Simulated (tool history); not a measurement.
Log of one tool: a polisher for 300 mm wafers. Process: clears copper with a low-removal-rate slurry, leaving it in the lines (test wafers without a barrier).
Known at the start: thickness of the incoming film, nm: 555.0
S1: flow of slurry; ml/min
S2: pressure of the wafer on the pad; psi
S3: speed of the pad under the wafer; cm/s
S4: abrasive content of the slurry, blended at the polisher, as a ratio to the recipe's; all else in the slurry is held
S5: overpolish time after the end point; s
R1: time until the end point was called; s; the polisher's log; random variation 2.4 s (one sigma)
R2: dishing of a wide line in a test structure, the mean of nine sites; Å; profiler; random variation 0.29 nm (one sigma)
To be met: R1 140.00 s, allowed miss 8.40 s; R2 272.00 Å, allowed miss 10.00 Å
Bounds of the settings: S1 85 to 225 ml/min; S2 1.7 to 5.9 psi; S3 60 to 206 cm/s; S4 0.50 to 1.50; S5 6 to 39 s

| run | day | S1 | S2 | S3 | S4 | S5 | R1 | R2 |
|---|---|---|---|---|---|---|---|---|
| 1 | 0.000 | 145 | 3.8 | 132 | 1.00 | 20 | 116.69 | 546.71 |
| 2 | 0.033 | 145 | 3.2 | 132 | 1.00 | 20 | 136.40 | 483.72 |
| 3 | 0.250 | 145 | 3.2 | 154 | 1.00 | 20 | 115.16 | 522.61 |
| 4 | 0.383 | 115 | 3.2 | 154 | 1.00 | 20 | 116.75 | 519.23 |
| 5 | 0.438 | 115 | 3.2 | 154 | 0.80 | 20 | 126.45 | 498.90 |
| 6 | 0.621 | 110 | 2.9 | 158 | 0.80 | 16 | 137.46 | 395.92 |
| 7 | 0.954 | 115 | 2.8 | 162 | 0.80 | 13 | 138.93 | 339.87 |
| 8 | 1.250 | 115 | 2.7 | 166 | 0.80 | 12 | 135.46 | 312.47 |
| 9 | 1.300 | 115 | 2.7 | 166 | 0.80 | 12 | 138.11 | 310.83 |
| 10 | 1.458 | 115 | 2.6 | 168 | 0.80 | 11 | 140.69 | 281.56 |
| 11 | 1.650 | 115 | 2.6 | 170 | 0.80 | 11 | 137.49 | 288.45 |

4 next moves are on the table. One of them brings every result within its allowed miss. Which?
| A | 1.842 | 120 | 2.7 | 156 | 0.70 | 13 | ? | ? |
| B | 1.842 | 85 | 2.7 | 206 | 0.80 | 10 | ? | ? |
| C | 1.842 | 95 | 3.0 | 156 | 0.85 | 10 | ? | ? |
| D | 1.842 | 140 | 2.9 | 150 | 0.75 | 12 | ? | ? |

| move | R1 | R2 |
|---|---|---|
| A | 146.22 | 322.39 |
| B | 121.75 | 302.45 |
| C | 135.98 | 277.91 |
| D | 135.14 | 323.71 |
A: further off than the last run
B: further off than the last run
C: meets every target
D: further off than the last run
The right move is C.
